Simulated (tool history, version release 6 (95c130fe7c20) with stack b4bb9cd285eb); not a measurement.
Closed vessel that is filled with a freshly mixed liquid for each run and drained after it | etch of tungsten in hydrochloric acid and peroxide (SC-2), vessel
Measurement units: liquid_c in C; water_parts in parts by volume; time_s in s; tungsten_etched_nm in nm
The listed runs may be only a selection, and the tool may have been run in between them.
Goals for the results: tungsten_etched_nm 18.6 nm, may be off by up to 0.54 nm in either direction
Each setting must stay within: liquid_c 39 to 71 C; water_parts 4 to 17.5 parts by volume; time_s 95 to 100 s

| run | hour | liquid_c | water_parts | time_s | tungsten_etched_nm |
|---|---|---|---|---|---|
| 1 | 0 | 55 | 9.5 | 95 | 28.844 |
| 2 | 9 | 55 | 11 | 95 | 25.697 |
| 3 | 16.2 | 53.5 | 11 | 95 | 23.716 |
| 4 | 19.5 | 52 | 11 | 95 | 21.341 |
| 5 | 25.6 | 51.5 | 11 | 95 | 20.861 |
| 6 | 30.1 | 51.5 | 11 | 95 | 20.902 |
| 7 | 38.1 | 51 | 11 | 95 | 20.057 |
| 8 | 44.8 | 50.5 | 11 | 95 | 19.629 |

5 next moves are on the table. One of them brings every result within its allowed miss. Which?
| A | 51.5 | 50 | 11 | 95 | ? |
| B | 51.5 | 47 | 10 | 100 | ? |
| C | 51.5 | 43 | 6 | 100 | ? |
| D | 51.5 | 51 | 10.5 | 100 | ? |
| E | 51.5 | 51.5 | 10 | 95 | ? |

| move | tungsten_etched_nm |
|---|---|
| A | 18.539 |
| B | 17.276 |
| C | 19.68 |
| D | 21.69 |
| E | 22.186 |
A: all results land within tolerance of their targets
B: the result that was furthest off in the last run now lies on the other side of its target
C: just as far off the targets as the last run
D: moves away from the targets compared with the last run
E: moves away from the targets compared with the last run
Go with A: it meets all targets.
